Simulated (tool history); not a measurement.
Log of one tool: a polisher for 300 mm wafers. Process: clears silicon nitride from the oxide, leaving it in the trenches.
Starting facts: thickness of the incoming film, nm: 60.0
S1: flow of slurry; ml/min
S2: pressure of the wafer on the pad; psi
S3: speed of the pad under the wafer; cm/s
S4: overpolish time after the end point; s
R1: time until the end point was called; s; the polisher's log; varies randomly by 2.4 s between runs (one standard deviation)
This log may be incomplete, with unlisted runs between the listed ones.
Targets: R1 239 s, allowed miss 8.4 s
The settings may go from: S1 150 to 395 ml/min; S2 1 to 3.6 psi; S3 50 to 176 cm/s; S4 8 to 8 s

run 1 hour=0 | S1=250 S2=2.3 S3=112 S4=8 | R1=101.19
run 2 hour=1.3 | S1=250 S2=2.7 S3=112 S4=8 | R1=88.674
run 3 hour=4.8 | S1=250 S2=3.1 S3=112 S4=8 | R1=80.599
run 4 hour=7.8 | S1=245 S2=2.5 S3=96 S4=8 | R1=110.98
run 5 hour=10.6 | S1=240 S2=2.1 S3=86 S4=8 | R1=138.62
run 6 hour=14.4 | S1=240 S2=2.1 S3=64 S4=8 | R1=185.98
run 7 hour=19.1 | S1=240 S2=1.9 S3=64 S4=8 | R1=197.68
run 8 hour=20.1 | S1=235 S2=1.3 S3=62 S4=8 | R1=271.82
run 9 hour=26.1 | S1=235 S2=1.4 S3=62 S4=8 | R1=258.97
run 10 hour=29.3 | S1=235 S2=1.4 S3=62 S4=8 | R1=261.72

Which single option among these 5 for the next run brings every result within its allowed miss of target? Just one does.
run A hour=32.5 | S1=155 S2=1.2 S3=82 S4=8 | R1=?
run B hour=32.5 | S1=215 S2=1.2 S3=64 S4=8 | R1=?
run C hour=32.5 | S1=230 S2=1.2 S3=82 S4=8 | R1=?
run D hour=32.5 | S1=165 S2=1.2 S3=86 S4=8 | R1=?
run E hour=32.5 | S1=165 S2=1.3 S3=60 S4=8 | R1=?

move=A R1=241.67
move=B R1=287.62
move=C R1=226.32
move=D R1=228.2
move=E R1=301.87
A: every result lands within tolerance
B: misses by more than the last run did
C: the result that was furthest off in the last run now lies on the other side of its target
D: the result that was furthest off in the last run now lies on the other side of its target
E: misses by more than the last run did
Go with A: it meets all targets.
